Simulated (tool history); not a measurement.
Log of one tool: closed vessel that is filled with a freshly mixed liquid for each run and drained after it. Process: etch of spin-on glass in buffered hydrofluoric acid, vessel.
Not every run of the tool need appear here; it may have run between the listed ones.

| run | hour | temperature setpoint of the liquid (°C) | parts of 40 % ammonium fluoride to one part of 49 % hydrofluoric acid (parts by volume) | time in the liquid (s) | thickness taken off the spin-on glass on a monitor wafer (Å) |
|---|---|---|---|---|---|
| 1 | 0.0 | 25.0 | 11.0 | 100 | 4698.1 |
| 2 | 4.3 | 27.5 | 11.0 | 100 | 5311.6 |
| 3 | 10.2 | 27.5 | 8.0 | 100 | 7170.4 |
| 4 | 11.5 | 24.5 | 8.5 | 100 | 5704.1 |
| 5 | 18.5 | 24.5 | 8.5 | 105 | 6008.6 |
| 6 | 19.8 | 22.0 | 8.5 | 105 | 5223.5 |
| 7 | 25.9 | 20.5 | 8.5 | 105 | 4772.7 |
| 8 | 30.5 | 19.5 | 8.5 | 105 | 4555.7 |

What does the tool deliver on the next run?
| 9 | 33.2 | 18.5 | 8.5 | 105 | ? |

Run 9 measured thickness taken off the spin-on glass on a monitor wafer (Å) 4292.2.
